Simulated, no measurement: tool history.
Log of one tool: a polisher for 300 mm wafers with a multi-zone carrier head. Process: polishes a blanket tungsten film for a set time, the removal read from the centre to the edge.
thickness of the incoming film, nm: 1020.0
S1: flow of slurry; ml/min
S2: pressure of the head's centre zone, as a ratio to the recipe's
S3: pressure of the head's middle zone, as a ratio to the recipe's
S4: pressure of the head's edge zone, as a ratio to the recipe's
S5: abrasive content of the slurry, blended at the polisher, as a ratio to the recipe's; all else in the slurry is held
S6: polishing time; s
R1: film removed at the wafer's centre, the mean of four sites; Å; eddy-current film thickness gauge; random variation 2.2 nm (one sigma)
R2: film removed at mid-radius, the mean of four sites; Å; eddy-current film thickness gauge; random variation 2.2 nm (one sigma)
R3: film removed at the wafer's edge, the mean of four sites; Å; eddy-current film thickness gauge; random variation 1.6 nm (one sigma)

run 1 hour=0.0 | S1=125 S2=1.00 S3=1.00 S4=1.00 S5=1.00 S6=87 | R1=3799.4 R2=3664.5 R3=3726.2
run 2 hour=4.9 | S1=130 S2=1.03 S3=1.03 S4=0.95 S5=0.85 S6=75 | R1=3257.3 R2=3156.4 R3=3048.5
run 3 hour=6.3 | S1=130 S2=1.03 S3=1.03 S4=0.95 S5=0.85 S6=63 | R1=2731.4 R2=2651.9 R3=2585.7
run 4 hour=9.2 | S1=130 S2=1.03 S3=1.03 S4=0.95 S5=0.85 S6=45 | R1=1952.5 R2=1896.1 R3=1835.6
run 5 hour=17.9 | S1=130 S2=1.03 S3=1.10 S4=0.95 S5=0.85 S6=45 | R1=1941.7 R2=1993.2 R3=1815.2
run 6 hour=24.5 | S1=145 S2=1.06 S3=1.11 S4=0.93 S5=0.85 S6=45 | R1=2067.7 R2=2084.4 R3=1853.5
run 7 hour=32.6 | S1=155 S2=1.09 S3=1.12 S4=0.91 S5=0.85 S6=45 | R1=2176.4 R2=2095.4 R3=1821.7
run 8 hour=38.7 | S1=165 S2=1.10 S3=1.13 S4=0.91 S5=0.90 S6=45 | R1=2247.8 R2=2195.3 R3=1879.9
run 9 hour=43.3 | S1=170 S2=1.11 S3=1.13 S4=0.90 S5=0.90 S6=45 | R1=2279.9 R2=2201.1 R3=1896.7

Forecast run 10:
run 10 hour=51.6 | S1=175 S2=1.12 S3=1.14 S4=0.89 S5=0.90 S6=45 | R1=? R2=? R3=?

R1: 2308.8 Å
R2: 2222.6 Å
R3: 1880.8 Å

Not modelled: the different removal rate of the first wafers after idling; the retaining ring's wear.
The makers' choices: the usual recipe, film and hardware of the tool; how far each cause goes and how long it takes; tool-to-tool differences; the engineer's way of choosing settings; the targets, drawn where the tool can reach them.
